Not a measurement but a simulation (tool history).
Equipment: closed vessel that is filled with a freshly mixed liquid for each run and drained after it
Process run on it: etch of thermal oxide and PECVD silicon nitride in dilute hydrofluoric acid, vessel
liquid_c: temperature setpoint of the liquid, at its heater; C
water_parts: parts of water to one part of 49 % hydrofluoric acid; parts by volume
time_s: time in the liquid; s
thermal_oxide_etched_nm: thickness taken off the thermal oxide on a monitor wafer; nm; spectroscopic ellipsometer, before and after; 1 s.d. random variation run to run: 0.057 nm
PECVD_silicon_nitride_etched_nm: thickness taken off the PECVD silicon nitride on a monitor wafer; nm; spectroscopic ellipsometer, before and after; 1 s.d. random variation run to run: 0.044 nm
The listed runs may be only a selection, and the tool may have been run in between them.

run,hour,liquid_c,water_parts,time_s,thermal_oxide_etched_nm,PECVD_silicon_nitride_etched_nm
1,0,21,90,205,9.9745,3.5997
2,2.5,21,85,200,10.361,3.6651
3,8.2,23,85,200,11.175,4.3223
4,14.9,22.5,80,200,11.715,4.3515
5,22.3,22.5,80,245,14.517,5.372
6,25,22.5,60,245,19.57,7.1097
7,28.2,22,65,245,17.756,6.3895
8,35.9,21.5,70,245,15.994,5.6452

Forecast run 9:
9,44.3,21,75,245,?,?

thermal_oxide_etched_nm: 14.515 nm
PECVD_silicon_nitride_etched_nm: 5.1238 nm
